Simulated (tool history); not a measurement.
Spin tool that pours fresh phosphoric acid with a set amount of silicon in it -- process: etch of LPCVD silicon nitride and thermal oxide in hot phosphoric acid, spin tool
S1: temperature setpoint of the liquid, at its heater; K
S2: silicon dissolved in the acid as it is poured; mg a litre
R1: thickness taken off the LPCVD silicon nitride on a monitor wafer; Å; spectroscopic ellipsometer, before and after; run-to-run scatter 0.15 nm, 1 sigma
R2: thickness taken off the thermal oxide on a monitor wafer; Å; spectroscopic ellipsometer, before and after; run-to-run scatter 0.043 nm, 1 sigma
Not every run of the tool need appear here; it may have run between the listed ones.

Run 1, hour 0.0: S1 433.15 K, S2 10.0 mg a litre, time under the liquid (s) 180. Result: R1 160.49 Å, R2 3.9555 Å.
Run 2, hour 4.4: S1 431.65 K, S2 10.0 mg a litre, time under the liquid (s) 180. Result: R1 152.48 Å, R2 3.4065 Å.
Run 3, hour 6.4: S1 431.65 K, S2 10.0 mg a litre, time under the liquid (s) 120. Result: R1 100.68 Å, R2 2.4413 Å.
Run 4, hour 14.6: S1 433.15 K, S2 10.0 mg a litre, time under the liquid (s) 150. Result: R1 132.35 Å, R2 3.2588 Å.
Run 5, hour 23.0: S1 433.15 K, S2 10.0 mg a litre, time under the liquid (s) 200. Result: R1 176.56 Å, R2 4.9630 Å.
Run 6, hour 25.8: S1 433.15 K, S2 14.5 mg a litre, time under the liquid (s) 200. Result: R1 178.84 Å, R2 3.7283 Å.

Predict the results of run 7:
Run 7, hour 30.2: S1 434.65 K, S2 14.0 mg a litre, time under the liquid (s) 205. Result: R1 ?, R2 ?.

{"run 7": {"R1": 190.61, "R2": 4.4843}}

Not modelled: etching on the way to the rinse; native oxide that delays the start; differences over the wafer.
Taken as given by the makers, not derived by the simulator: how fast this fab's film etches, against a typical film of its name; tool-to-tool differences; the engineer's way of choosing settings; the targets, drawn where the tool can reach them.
